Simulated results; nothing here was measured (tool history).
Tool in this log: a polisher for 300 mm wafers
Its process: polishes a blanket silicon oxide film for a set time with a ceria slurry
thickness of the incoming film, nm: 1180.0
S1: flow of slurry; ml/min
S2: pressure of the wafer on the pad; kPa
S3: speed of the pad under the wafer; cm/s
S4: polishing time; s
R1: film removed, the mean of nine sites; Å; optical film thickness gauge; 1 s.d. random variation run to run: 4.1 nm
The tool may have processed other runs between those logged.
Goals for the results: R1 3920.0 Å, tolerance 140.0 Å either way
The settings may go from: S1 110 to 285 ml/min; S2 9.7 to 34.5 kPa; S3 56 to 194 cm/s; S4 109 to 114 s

Run 1, hour 0.0: S1 180 ml/min, S2 22.1 kPa, S3 124 cm/s, S4 109 s. Result: R1 4911.7 Å.
Run 2, hour 8.6: S1 175 ml/min, S2 20.7 kPa, S3 124 cm/s, S4 109 s. Result: R1 4561.2 Å.
Run 3, hour 9.3: S1 210 ml/min, S2 20.7 kPa, S3 124 cm/s, S4 109 s. Result: R1 4710.1 Å.
Run 4, hour 13.5: S1 205 ml/min, S2 19.3 kPa, S3 124 cm/s, S4 109 s. Result: R1 4500.8 Å.
Run 5, hour 16.5: S1 205 ml/min, S2 19.3 kPa, S3 150 cm/s, S4 109 s. Result: R1 5376.5 Å.
Run 6, hour 17.3: S1 205 ml/min, S2 17.2 kPa, S3 150 cm/s, S4 109 s. Result: R1 4752.9 Å.
Run 7, hour 23.8: S1 195 ml/min, S2 16.5 kPa, S3 150 cm/s, S4 109 s. Result: R1 4511.8 Å.
Run 8, hour 31.8: S1 180 ml/min, S2 15.9 kPa, S3 150 cm/s, S4 109 s. Result: R1 4366.6 Å.
Run 9, hour 39.7: S1 175 ml/min, S2 15.2 kPa, S3 150 cm/s, S4 109 s. Result: R1 4128.7 Å.
Run 10, hour 48.4: S1 175 ml/min, S2 15.2 kPa, S3 150 cm/s, S4 109 s. Result: R1 4094.1 Å.
Run 11, hour 48.9: S1 170 ml/min, S2 15.2 kPa, S3 150 cm/s, S4 109 s. Result: R1 4106.5 Å.
Run 12, hour 51.3: S1 165 ml/min, S2 15.2 kPa, S3 150 cm/s, S4 109 s. Result: R1 4097.7 Å.
Run 13, hour 53.9: S1 160 ml/min, S2 15.2 kPa, S3 150 cm/s, S4 109 s. Result: R1 4122.7 Å.

Which single option among these 5 for the next run brings every result within its allowed miss of target? Just one does.
Run A, hour 56.5: S1 175 ml/min, S2 15.9 kPa, S3 150 cm/s, S4 114 s. Result: R1 ?.
Run B, hour 56.5: S1 160 ml/min, S2 15.2 kPa, S3 158 cm/s, S4 110 s. Result: R1 ?.
Run C, hour 56.5: S1 110 ml/min, S2 16.5 kPa, S3 152 cm/s, S4 114 s. Result: R1 ?.
Run D, hour 56.5: S1 150 ml/min, S2 15.2 kPa, S3 162 cm/s, S4 111 s. Result: R1 ?.
Run E, hour 56.5: S1 195 ml/min, S2 15.2 kPa, S3 140 cm/s, S4 109 s. Result: R1 ?.

move      R1
   A  4476.8
   B  4303.6
   C  4408.9
   D  4410.3
   E  3887.2
A: moves away from the targets compared with the last run
B: moves away from the targets compared with the last run
C: moves away from the targets compared with the last run
D: moves away from the targets compared with the last run
E: every result lands within tolerance
Answer: E
